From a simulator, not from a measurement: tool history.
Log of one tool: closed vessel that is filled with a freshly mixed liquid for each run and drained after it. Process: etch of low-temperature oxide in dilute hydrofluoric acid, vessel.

| run | day | temperature setpoint of the liquid (K) | parts of water to one part of 49 % hydrofluoric acid (parts by volume) | time in the liquid (s) | thickness taken off the low-temperature oxide on a monitor wafer (angstrom) |
|---|---|---|---|---|---|
| 1 | 0 | 295.15 | 165 | 30 | 41.193 |
| 2 | 0.225 | 297.15 | 135 | 30 | 56.14 |
| 3 | 0.358 | 298.65 | 120 | 30 | 69.43 |
| 4 | 0.692 | 298.65 | 145 | 30 | 54.571 |
| 5 | 0.975 | 298.65 | 195 | 30 | 38.65 |
| 6 | 1.092 | 299.65 | 160 | 30 | 51.758 |

Forecast run 7:
| 7 | 1.233 | 300.65 | 135 | 30 | ? |

Run 7 gave thickness taken off the low-temperature oxide on a monitor wafer (angstrom) 63.825.
